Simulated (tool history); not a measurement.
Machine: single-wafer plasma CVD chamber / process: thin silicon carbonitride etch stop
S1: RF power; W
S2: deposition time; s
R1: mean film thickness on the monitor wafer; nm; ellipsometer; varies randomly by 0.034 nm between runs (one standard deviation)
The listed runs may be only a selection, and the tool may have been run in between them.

{"run": 1, "hour": 0.0, "S1": 220, "S2": 24.1, "R1": 15.524}
{"run": 2, "hour": 7.2, "S1": 220, "S2": 27.3, "R1": 17.518}
{"run": 3, "hour": 15.1, "S1": 215, "S2": 26.9, "R1": 17.206}
{"run": 4, "hour": 16.4, "S1": 210, "S2": 26.5, "R1": 16.861}
{"run": 5, "hour": 18.3, "S1": 195, "S2": 26.5, "R1": 16.518}
{"run": 6, "hour": 25.5, "S1": 225, "S2": 26.5, "R1": 17.135}
{"run": 7, "hour": 33.6, "S1": 220, "S2": 26.1, "R1": 16.832}
{"run": 8, "hour": 38.5, "S1": 215, "S2": 25.8, "R1": 16.558}
{"run": 9, "hour": 40.6, "S1": 210, "S2": 25.4, "R1": 16.155}
{"run": 10, "hour": 42.1, "S1": 205, "S2": 25.1, "R1": 15.865}
{"run": 11, "hour": 50.2, "S1": 200, "S2": 24.9, "R1": 15.688}
{"run": 12, "hour": 56.5, "S1": 195, "S2": 24.7, "R1": 15.422}
{"run": 13, "hour": 60.0, "S1": 190, "S2": 24.5, "R1": 15.219}
{"run": 14, "hour": 62.3, "S1": 185, "S2": 24.3, "R1": 15.007}
{"run": 15, "hour": 68.0, "S1": 185, "S2": 24.2, "R1": 14.943}
{"run": 16, "hour": 70.5, "S1": 185, "S2": 24.1, "R1": 14.977}
{"run": 17, "hour": 76.7, "S1": 185, "S2": 24.0, "R1": 14.834}

Expected results for the next run?
{"run": 18, "hour": 77.3, "S1": 185, "S2": 23.9, "R1": "?"}

For run 18 the tool returned R1 14.731 nm.
